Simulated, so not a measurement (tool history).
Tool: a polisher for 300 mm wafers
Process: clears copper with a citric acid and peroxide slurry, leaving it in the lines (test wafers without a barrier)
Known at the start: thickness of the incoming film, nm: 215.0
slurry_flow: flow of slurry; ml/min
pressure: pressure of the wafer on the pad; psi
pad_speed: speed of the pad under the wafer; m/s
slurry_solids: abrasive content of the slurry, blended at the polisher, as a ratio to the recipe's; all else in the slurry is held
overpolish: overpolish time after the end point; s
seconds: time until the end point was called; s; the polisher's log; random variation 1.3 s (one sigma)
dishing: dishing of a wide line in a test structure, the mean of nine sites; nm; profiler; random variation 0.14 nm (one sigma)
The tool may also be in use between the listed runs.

Run 1, hour 0.0: slurry_flow 150 ml/min, pressure 2.2 psi, pad_speed 0.98 m/s, slurry_solids 1.0, overpolish 11 s. Result: seconds 120.27 s, dishing 14.0060 nm.
Run 2, hour 3.8: slurry_flow 150 ml/min, pressure 2.0 psi, pad_speed 0.98 m/s, slurry_solids 1.0, overpolish 11 s. Result: seconds 134.36 s, dishing 12.7220 nm.
Run 3, hour 6.0: slurry_flow 155 ml/min, pressure 2.0 psi, pad_speed 0.98 m/s, slurry_solids 1.0, overpolish 9 s. Result: seconds 131.28 s, dishing 11.1200 nm.
Run 4, hour 13.3: slurry_flow 155 ml/min, pressure 1.4 psi, pad_speed 0.98 m/s, slurry_solids 1.0, overpolish 9 s. Result: seconds 191.68 s, dishing 7.6853 nm.
Run 5, hour 16.1: slurry_flow 155 ml/min, pressure 1.6 psi, pad_speed 0.98 m/s, slurry_solids 1.0, overpolish 7 s. Result: seconds 163.66 s, dishing 7.1135 nm.
Run 6, hour 21.7: slurry_flow 160 ml/min, pressure 1.7 psi, pad_speed 0.98 m/s, slurry_solids 1.0, overpolish 6 s. Result: seconds 154.72 s, dishing 6.3830 nm.
Run 7, hour 29.9: slurry_flow 165 ml/min, pressure 1.8 psi, pad_speed 0.98 m/s, slurry_solids 1.0, overpolish 6 s. Result: seconds 147.17 s, dishing 6.8959 nm.
Run 8, hour 35.8: slurry_flow 190 ml/min, pressure 2.1 psi, pad_speed 1.00 m/s, slurry_solids 1.0, overpolish 3 s. Result: seconds 122.15 s, dishing 4.1509 nm.

Forecast run 9:
Run 9, hour 44.4: slurry_flow 175 ml/min, pressure 2.1 psi, pad_speed 1.00 m/s, slurry_solids 1.0, overpolish 3 s. Result: seconds ?, dishing ?.

Run 9 gave seconds 120.50 s, dishing 4.2782 nm.
